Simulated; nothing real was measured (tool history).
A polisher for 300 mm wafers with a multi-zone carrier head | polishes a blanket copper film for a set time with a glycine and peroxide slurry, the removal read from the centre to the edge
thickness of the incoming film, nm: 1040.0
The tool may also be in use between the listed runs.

run	hour	flow of slurry (ml/min)	pressure of the head's centre zone	pressure of the head's middle zone	pressure of the head's edge zone	polishing time (s)	film removed at the wafer's centre (nm)	film removed at mid-radius (nm)	film removed at the wafer's edge (nm)
1	0.0	285	1.00	1.00	1.00	52	305.70	296.79	292.41
2	0.8	270	0.95	1.00	0.97	46	254.36	259.92	253.90
3	8.9	270	0.99	1.00	0.97	46	266.44	263.00	252.54
4	13.6	270	1.03	1.00	0.97	46	278.75	262.98	256.36
5	20.0	255	0.97	1.00	0.95	42	239.97	236.15	230.02
6	25.4	255	1.01	1.00	0.95	42	247.49	238.36	226.33
7	32.6	240	0.96	1.01	0.94	39	217.00	222.43	208.33
8	38.8	225	0.92	1.01	0.93	38	202.69	214.43	203.12
9	41.6	215	0.89	1.01	0.92	37	190.23	208.11	197.06

The next listed run, before its measurement:
10	49.9	205	0.87	1.01	0.91	36	?	?	?

Run 10 gave film removed at the wafer's centre (nm) 178.60, film removed at mid-radius (nm) 201.20, film removed at the wafer's edge (nm) 189.79.

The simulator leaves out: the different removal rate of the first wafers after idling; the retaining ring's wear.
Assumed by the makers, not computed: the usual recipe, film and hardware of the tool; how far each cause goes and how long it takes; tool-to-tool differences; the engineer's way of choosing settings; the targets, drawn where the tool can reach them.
